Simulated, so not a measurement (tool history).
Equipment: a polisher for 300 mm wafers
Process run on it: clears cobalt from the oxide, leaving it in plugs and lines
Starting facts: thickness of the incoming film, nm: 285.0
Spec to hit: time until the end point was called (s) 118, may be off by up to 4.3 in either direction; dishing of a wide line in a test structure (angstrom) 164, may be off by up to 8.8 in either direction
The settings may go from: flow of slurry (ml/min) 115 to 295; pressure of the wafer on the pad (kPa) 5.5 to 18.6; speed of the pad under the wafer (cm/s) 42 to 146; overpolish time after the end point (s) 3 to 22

| run | hour | flow of slurry (ml/min) | pressure of the wafer on the pad (kPa) | speed of the pad under the wafer (cm/s) | overpolish time after the end point (s) | time until the end point was called (s) | dishing of a wide line in a test structure (angstrom) |
|---|---|---|---|---|---|---|---|
| 1 | 0 | 190 | 11.7 | 94 | 11 | 82.058 | 253.27 |
| 2 | 1.2 | 190 | 11.7 | 78 | 11 | 96.993 | 228.14 |
| 3 | 7.7 | 215 | 11.7 | 78 | 11 | 93.468 | 224.67 |
| 4 | 12.7 | 215 | 11.7 | 86 | 11 | 87.811 | 241.09 |
| 5 | 18.9 | 215 | 11.7 | 86 | 13 | 88.003 | 277.62 |
| 6 | 27 | 215 | 11.7 | 94 | 13 | 80.692 | 303.88 |
| 7 | 29.9 | 215 | 10.3 | 94 | 12 | 90.527 | 253.45 |
| 8 | 38.5 | 215 | 9.7 | 94 | 11 | 97.251 | 231.32 |
| 9 | 45.7 | 215 | 9 | 94 | 10 | 102.6 | 199.44 |
| 10 | 49.7 | 210 | 8.3 | 94 | 10 | 112.2 | 189.36 |
| 11 | 53.7 | 205 | 8.3 | 94 | 10 | 109.88 | 183.36 |
| 12 | 57.7 | 195 | 8.3 | 94 | 10 | 113.58 | 188.5 |

Exactly one of the 5 candidate moves below puts every result within its allowed miss. Which one?
| A | 61.7 | 175 | 7.6 | 96 | 13 | ? | ? |
| B | 61.7 | 185 | 9 | 92 | 8 | ? | ? |
| C | 61.7 | 220 | 7.6 | 98 | 9 | ? | ? |
| D | 61.7 | 250 | 8.3 | 96 | 7 | ? | ? |
| E | 61.7 | 195 | 7.6 | 112 | 11 | ? | ? |

| move | time until the end point was called (s) | dishing of a wide line in a test structure (angstrom) |
|---|---|---|
| A | 123.16 | 218.07 |
| B | 108.49 | 162.48 |
| C | 117.07 | 168.38 |
| D | 108.32 | 145.14 |
| E | 104.4 | 217.57 |
A: further off than the last run
B: the furthest-off result lands on target, but another misses its tolerance
C: each result inside its tolerance
D: takes the result that was furthest off past its target
E: further off than the last run
Correct choice: C, which meets every target

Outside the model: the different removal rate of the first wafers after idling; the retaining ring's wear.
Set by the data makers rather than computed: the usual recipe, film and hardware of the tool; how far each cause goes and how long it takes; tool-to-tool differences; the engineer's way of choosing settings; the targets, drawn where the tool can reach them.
